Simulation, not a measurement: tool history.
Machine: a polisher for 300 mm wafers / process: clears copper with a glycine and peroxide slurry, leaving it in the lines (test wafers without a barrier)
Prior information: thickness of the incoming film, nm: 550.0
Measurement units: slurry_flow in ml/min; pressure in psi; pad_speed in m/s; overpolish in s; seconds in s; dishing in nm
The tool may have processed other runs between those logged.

run 1 day=0.000 | slurry_flow=240 pressure=2.5 pad_speed=0.90 overpolish=10 | seconds=134.78 dishing=26.136
run 2 day=0.296 | slurry_flow=240 pressure=2.5 pad_speed=1.02 overpolish=10 | seconds=123.45 dishing=26.978
run 3 day=0.450 | slurry_flow=240 pressure=2.8 pad_speed=1.02 overpolish=11 | seconds=117.63 dishing=30.834
run 4 day=0.667 | slurry_flow=300 pressure=2.8 pad_speed=1.02 overpolish=11 | seconds=111.22 dishing=31.819
run 5 day=0.754 | slurry_flow=300 pressure=3.0 pad_speed=1.04 overpolish=12 | seconds=109.80 dishing=36.396
run 6 day=0.871 | slurry_flow=300 pressure=2.4 pad_speed=1.04 overpolish=12 | seconds=123.83 dishing=30.858

Run 7 has not been measured yet. What should we expect?
run 7 day=0.942 | slurry_flow=300 pressure=2.7 pad_speed=1.06 overpolish=12 | seconds=? dishing=?

{"run 7": {"seconds": 114.04, "dishing": 34.375}}
